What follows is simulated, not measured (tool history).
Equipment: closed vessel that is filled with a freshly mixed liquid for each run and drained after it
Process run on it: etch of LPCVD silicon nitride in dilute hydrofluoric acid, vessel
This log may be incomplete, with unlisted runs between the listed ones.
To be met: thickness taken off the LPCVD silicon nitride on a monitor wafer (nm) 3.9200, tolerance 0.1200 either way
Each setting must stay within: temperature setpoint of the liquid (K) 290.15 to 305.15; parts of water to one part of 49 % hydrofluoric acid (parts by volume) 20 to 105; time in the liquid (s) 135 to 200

run,day,temperature setpoint of the liquid (K),parts of water to one part of 49 % hydrofluoric acid (parts by volume),time in the liquid (s),thickness taken off the LPCVD silicon nitride on a monitor wafer (nm)
1,0.000,297.15,55,200,1.9033
2,0.317,297.15,55,200,1.9020
3,0.529,298.65,55,200,2.1064
4,0.879,299.65,55,200,2.2389
5,1.192,300.65,55,200,2.3917
6,1.512,301.65,55,200,2.5348
7,1.575,302.15,55,200,2.6356
8,1.667,302.65,55,200,2.7110
9,1.821,303.15,55,200,2.7966
10,1.942,303.65,55,200,2.8687
11,2.150,304.15,55,200,3.0329
12,2.396,304.15,55,200,3.0014

4 next moves are on the table. One of them brings every result within its allowed miss. Which?
A,2.642,302.65,55,155,?
B,2.642,305.15,40,200,?
C,2.642,303.65,65,190,?
D,2.642,305.15,45,200,?

move,thickness taken off the LPCVD silicon nitride on a monitor wafer (nm)
A,2.1283
B,4.4182
C,2.3562
D,3.9328
A: lands further from the targets than the last run did
B: carries the result that was furthest off beyond its target, to the other side
C: lands further from the targets than the last run did
D: hits every target within its allowed miss
Move D is the one to make.
